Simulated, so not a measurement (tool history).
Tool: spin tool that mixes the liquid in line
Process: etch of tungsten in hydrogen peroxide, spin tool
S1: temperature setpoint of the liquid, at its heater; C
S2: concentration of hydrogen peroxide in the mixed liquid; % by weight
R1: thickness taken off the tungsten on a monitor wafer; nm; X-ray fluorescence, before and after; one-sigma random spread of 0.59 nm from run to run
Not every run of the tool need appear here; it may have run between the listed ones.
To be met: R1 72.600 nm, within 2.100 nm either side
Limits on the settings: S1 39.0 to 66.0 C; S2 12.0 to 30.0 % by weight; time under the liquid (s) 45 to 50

Run 1, hour 0.0: S1 55.0 C, S2 23.0 % by weight, time under the liquid (s) 45. Result: R1 56.478 nm.
Run 2, hour 2.4: S1 55.0 C, S2 23.0 % by weight, time under the liquid (s) 45. Result: R1 56.606 nm.
Run 3, hour 9.8: S1 55.5 C, S2 23.0 % by weight, time under the liquid (s) 45. Result: R1 58.240 nm.
Run 4, hour 13.7: S1 55.5 C, S2 23.0 % by weight, time under the liquid (s) 45. Result: R1 58.162 nm.
Run 5, hour 16.8: S1 55.5 C, S2 27.5 % by weight, time under the liquid (s) 45. Result: R1 63.141 nm.
Run 6, hour 24.5: S1 55.5 C, S2 22.5 % by weight, time under the liquid (s) 45. Result: R1 57.421 nm.
Run 7, hour 29.8: S1 56.0 C, S2 22.5 % by weight, time under the liquid (s) 45. Result: R1 58.649 nm.
Run 8, hour 38.1: S1 56.5 C, S2 22.5 % by weight, time under the liquid (s) 45. Result: R1 61.318 nm.
Run 9, hour 40.0: S1 57.0 C, S2 22.5 % by weight, time under the liquid (s) 45. Result: R1 62.915 nm.
Run 10, hour 48.6: S1 57.5 C, S2 22.5 % by weight, time under the liquid (s) 45. Result: R1 64.259 nm.
Run 11, hour 51.5: S1 58.0 C, S2 22.5 % by weight, time under the liquid (s) 45. Result: R1 66.543 nm.

Exactly one of the 4 candidate moves below puts every result within its allowed miss. Which one?
Run A, hour 54.4: S1 56.5 C, S2 22.5 % by weight, time under the liquid (s) 45. Result: R1 ?.
Run B, hour 54.4: S1 56.0 C, S2 25.5 % by weight, time under the liquid (s) 45. Result: R1 ?.
Run C, hour 54.4: S1 56.5 C, S2 22.0 % by weight, time under the liquid (s) 45. Result: R1 ?.
Run D, hour 54.4: S1 60.5 C, S2 16.5 % by weight, time under the liquid (s) 50. Result: R1 ?.

move      R1
   A  60.777
   B  62.827
   C  60.098
   D  72.938
A: the biggest miss grows against the last run
B: the biggest miss grows against the last run
C: the biggest miss grows against the last run
D: hits every target within its allowed miss
The right move is D.

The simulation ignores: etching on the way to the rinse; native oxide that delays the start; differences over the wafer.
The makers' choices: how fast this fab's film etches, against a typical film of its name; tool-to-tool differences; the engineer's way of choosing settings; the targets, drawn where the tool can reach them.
